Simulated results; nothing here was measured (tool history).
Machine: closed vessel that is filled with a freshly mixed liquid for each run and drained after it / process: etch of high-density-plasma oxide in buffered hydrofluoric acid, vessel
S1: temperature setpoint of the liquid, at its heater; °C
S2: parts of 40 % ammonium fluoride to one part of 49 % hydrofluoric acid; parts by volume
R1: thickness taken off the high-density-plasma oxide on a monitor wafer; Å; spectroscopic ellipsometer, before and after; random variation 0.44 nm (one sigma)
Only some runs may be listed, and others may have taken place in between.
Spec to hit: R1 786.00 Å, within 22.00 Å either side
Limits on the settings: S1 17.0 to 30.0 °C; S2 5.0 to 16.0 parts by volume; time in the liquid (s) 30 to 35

run 1 hour=0.0 | S1=22.0 S2=9.5 time_in_the_liquid_(s)=35 | R1=417.39
run 2 hour=8.7 | S1=22.0 S2=7.5 time_in_the_liquid_(s)=35 | R1=531.08
run 3 hour=13.2 | S1=23.5 S2=7.5 time_in_the_liquid_(s)=35 | R1=577.27
run 4 hour=21.5 | S1=24.5 S2=7.5 time_in_the_liquid_(s)=35 | R1=603.56
run 5 hour=29.0 | S1=21.0 S2=7.5 time_in_the_liquid_(s)=35 | R1=496.68
run 6 hour=30.7 | S1=23.0 S2=7.5 time_in_the_liquid_(s)=35 | R1=559.40
run 7 hour=37.3 | S1=24.0 S2=7.5 time_in_the_liquid_(s)=35 | R1=588.24
run 8 hour=44.3 | S1=24.0 S2=7.5 time_in_the_liquid_(s)=35 | R1=582.14
run 9 hour=46.8 | S1=25.0 S2=7.5 time_in_the_liquid_(s)=35 | R1=623.38
run 10 hour=54.4 | S1=25.5 S2=7.5 time_in_the_liquid_(s)=35 | R1=640.27

Exactly one of the 4 candidate moves below puts every result within its allowed miss. Which one?
run A hour=62.0 | S1=27.5 S2=8.0 time_in_the_liquid_(s)=30 | R1=?
run B hour=62.0 | S1=25.0 S2=7.0 time_in_the_liquid_(s)=35 | R1=?
run C hour=62.0 | S1=24.5 S2=5.0 time_in_the_liquid_(s)=35 | R1=?
run D hour=62.0 | S1=28.0 S2=7.0 time_in_the_liquid_(s)=35 | R1=?

move=A R1=563.27
move=B R1=663.77
move=C R1=861.41
move=D R1=779.46
A: the biggest miss grows against the last run
B: closer than the last run, but not yet in spec
C: the result that was furthest off in the last run now lies on the other side of its target
D: hits every target within its allowed miss
The move that meets every target is D.
